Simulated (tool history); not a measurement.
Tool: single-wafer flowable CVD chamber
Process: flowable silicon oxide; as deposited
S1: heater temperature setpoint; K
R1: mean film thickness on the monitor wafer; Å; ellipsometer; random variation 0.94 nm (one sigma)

run 1 hour=0 | S1=373.15 chamber_pressure_(Pa)=82.8 RF_power_(W)=2170 deposition_time_(s)=590 | R1=2489.7
run 2 hour=8.9 | S1=373.15 chamber_pressure_(Pa)=82.8 RF_power_(W)=1890 deposition_time_(s)=590 | R1=2433.3
run 3 hour=11.6 | S1=372.15 chamber_pressure_(Pa)=82.8 RF_power_(W)=1890 deposition_time_(s)=590 | R1=2535.5
run 4 hour=14.2 | S1=371.15 chamber_pressure_(Pa)=82.8 RF_power_(W)=1890 deposition_time_(s)=590 | R1=2620.7
run 5 hour=21.3 | S1=378.15 chamber_pressure_(Pa)=82.8 RF_power_(W)=1890 deposition_time_(s)=590 | R1=2018.9
run 6 hour=24.5 | S1=378.15 chamber_pressure_(Pa)=82.8 RF_power_(W)=1890 deposition_time_(s)=562 | R1=1912
run 7 hour=28.8 | S1=377.15 chamber_pressure_(Pa)=82.8 RF_power_(W)=1890 deposition_time_(s)=562 | R1=1995.3
run 8 hour=34 | S1=376.15 chamber_pressure_(Pa)=82.8 RF_power_(W)=1890 deposition_time_(s)=562 | R1=2069.8
run 9 hour=40.5 | S1=375.15 chamber_pressure_(Pa)=82.8 RF_power_(W)=1890 deposition_time_(s)=562 | R1=2139.2
run 10 hour=44.4 | S1=374.15 chamber_pressure_(Pa)=82.8 RF_power_(W)=1890 deposition_time_(s)=562 | R1=2222.5
run 11 hour=50.5 | S1=373.15 chamber_pressure_(Pa)=82.8 RF_power_(W)=1890 deposition_time_(s)=562 | R1=2312.6
run 12 hour=54.3 | S1=372.15 chamber_pressure_(Pa)=82.8 RF_power_(W)=1890 deposition_time_(s)=562 | R1=2404

Run 13 comes next. What will it give?
run 13 hour=59.3 | S1=371.15 chamber_pressure_(Pa)=82.8 RF_power_(W)=1890 deposition_time_(s)=562 | R1=?

R1: 2504.4 Å

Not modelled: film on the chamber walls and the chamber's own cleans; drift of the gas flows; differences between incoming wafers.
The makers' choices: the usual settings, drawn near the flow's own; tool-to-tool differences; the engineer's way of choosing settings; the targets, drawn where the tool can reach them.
